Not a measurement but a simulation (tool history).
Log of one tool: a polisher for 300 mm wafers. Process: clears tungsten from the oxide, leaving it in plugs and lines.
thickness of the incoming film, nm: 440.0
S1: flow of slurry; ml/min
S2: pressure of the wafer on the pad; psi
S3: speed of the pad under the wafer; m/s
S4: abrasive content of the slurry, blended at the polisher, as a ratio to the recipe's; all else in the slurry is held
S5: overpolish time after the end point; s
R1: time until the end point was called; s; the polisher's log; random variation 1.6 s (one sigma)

{"run": 1, "day": 0.0, "S1": 130, "S2": 3, "S3": 1.02, "S4": 1, "S5": 47, "R1": 97.706}
{"run": 2, "day": 0.325, "S1": 130, "S2": 3, "S3": 1.02, "S4": 1, "S5": 50, "R1": 97.791}
{"run": 3, "day": 0.467, "S1": 160, "S2": 3, "S3": 1.02, "S4": 1, "S5": 50, "R1": 95.182}
{"run": 4, "day": 0.517, "S1": 160, "S2": 2.6, "S3": 1.02, "S4": 1, "S5": 50, "R1": 108.39}
{"run": 5, "day": 0.738, "S1": 160, "S2": 2.6, "S3": 1.02, "S4": 1.1, "S5": 50, "R1": 106.74}
{"run": 6, "day": 0.862, "S1": 160, "S2": 2.3, "S3": 1.02, "S4": 1.1, "S5": 50, "R1": 119.42}
{"run": 7, "day": 0.946, "S1": 160, "S2": 2.1, "S3": 1.02, "S4": 1.1, "S5": 50, "R1": 129.97}

Run 8 comes next. What will it give?
{"run": 8, "day": 1.212, "S1": 135, "S2": 1.7, "S3": 1.02, "S4": 1.1, "S5": 50, "R1": "?"}

R1: 159.4 s

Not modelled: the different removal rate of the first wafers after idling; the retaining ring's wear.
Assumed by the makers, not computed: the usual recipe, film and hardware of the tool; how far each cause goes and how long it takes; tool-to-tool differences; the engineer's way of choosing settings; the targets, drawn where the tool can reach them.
